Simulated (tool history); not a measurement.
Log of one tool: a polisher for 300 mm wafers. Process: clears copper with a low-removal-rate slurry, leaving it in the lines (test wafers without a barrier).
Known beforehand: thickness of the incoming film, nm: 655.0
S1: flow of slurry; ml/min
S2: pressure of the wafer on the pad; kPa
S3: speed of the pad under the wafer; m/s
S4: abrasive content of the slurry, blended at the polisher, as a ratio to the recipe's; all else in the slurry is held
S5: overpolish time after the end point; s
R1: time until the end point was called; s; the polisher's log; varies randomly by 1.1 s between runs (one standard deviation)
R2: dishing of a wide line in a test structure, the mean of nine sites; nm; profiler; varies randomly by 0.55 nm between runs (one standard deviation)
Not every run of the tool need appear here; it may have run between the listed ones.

run  hour   S1    S2    S3    S4  S5      R1      R2
  1   0.0  245  24.1  1.26  1.00  19  124.47  63.876
  2   5.9  245  17.9  1.26  1.00  19  156.05  51.934
  3  13.2  195  17.9  1.26  1.00  19  161.05  50.398
  4  18.7  195  17.9  1.26  0.80  19  168.56  49.682
  5  23.3  250  17.9  1.26  0.80  19  163.10  49.941
  6  27.6  270  17.2  1.30  0.85  17  161.30  46.887
  7  30.7  265  16.5  1.34  0.95  15  159.77  42.774

What does the tool deliver on the next run?
  8  37.9  270  15.9  1.38  1.05  14   ?   ?

R1: 156.69 s
R2: 40.611 nm

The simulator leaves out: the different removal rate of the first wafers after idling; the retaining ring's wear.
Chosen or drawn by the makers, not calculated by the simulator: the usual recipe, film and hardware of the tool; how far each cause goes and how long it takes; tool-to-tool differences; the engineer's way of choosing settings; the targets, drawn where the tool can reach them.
